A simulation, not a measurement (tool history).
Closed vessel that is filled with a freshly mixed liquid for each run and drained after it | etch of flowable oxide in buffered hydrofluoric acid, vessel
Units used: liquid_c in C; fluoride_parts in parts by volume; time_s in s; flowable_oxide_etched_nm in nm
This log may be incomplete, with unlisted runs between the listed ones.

Run 1, hour 0: liquid_c 25 C, fluoride_parts 15 parts by volume, time_s 100 s. Result: flowable_oxide_etched_nm 182.37 nm.
Run 2, hour 2.4: liquid_c 25 C, fluoride_parts 15 parts by volume, time_s 100 s. Result: flowable_oxide_etched_nm 180.51 nm.
Run 3, hour 3.6: liquid_c 25 C, fluoride_parts 15 parts by volume, time_s 100 s. Result: flowable_oxide_etched_nm 180.74 nm.
Run 4, hour 11.5: liquid_c 25 C, fluoride_parts 12.5 parts by volume, time_s 100 s. Result: flowable_oxide_etched_nm 214.75 nm.
At hour 14.3: thermometer replaced.
Run 5, hour 14.3: liquid_c 25 C, fluoride_parts 10.5 parts by volume, time_s 100 s. Result: flowable_oxide_etched_nm 272.28 nm.
Run 6, hour 21.7: liquid_c 22.5 C, fluoride_parts 10.5 parts by volume, time_s 100 s. Result: flowable_oxide_etched_nm 239.78 nm.

Predict the results of run 7:
Run 7, hour 30.9: liquid_c 23.5 C, fluoride_parts 10.5 parts by volume, time_s 100 s. Result: flowable_oxide_etched_nm ?.

{"run 7": {"flowable_oxide_etched_nm": 251.08}}

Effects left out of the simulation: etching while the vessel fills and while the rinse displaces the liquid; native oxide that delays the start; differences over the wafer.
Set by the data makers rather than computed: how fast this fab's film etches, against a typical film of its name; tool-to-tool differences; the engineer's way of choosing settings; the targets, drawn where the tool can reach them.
